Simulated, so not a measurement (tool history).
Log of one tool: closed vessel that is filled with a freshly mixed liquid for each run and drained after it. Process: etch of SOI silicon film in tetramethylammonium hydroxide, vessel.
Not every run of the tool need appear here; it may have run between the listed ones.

| run | day | temperature setpoint of the liquid (C) | concentration of hydroxide in the mixed liquid (% by weight) | time in the liquid (s) | thickness taken off the SOI silicon film on a monitor wafer (angstrom) |
|---|---|---|---|---|---|
| 1 | 0 | 74 | 8 | 95 | 7460 |
| 2 | 0.229 | 74 | 9.5 | 95 | 6958.4 |
| 3 | 0.429 | 77 | 9 | 95 | 8582.8 |
| 4 | 0.7 | 77 | 9 | 95 | 8455.2 |
| 5 | 0.85 | 79 | 9 | 95 | 9598.2 |
| 6 | 1.042 | 80.5 | 9 | 95 | 10407 |
| 7 | 1.35 | 81.5 | 9 | 95 | 11179 |

Expected results for the next run?
| 8 | 1.383 | 82.5 | 9 | 95 | ? |

Run 8 produced thickness taken off the SOI silicon film on a monitor wafer (angstrom) 11451.
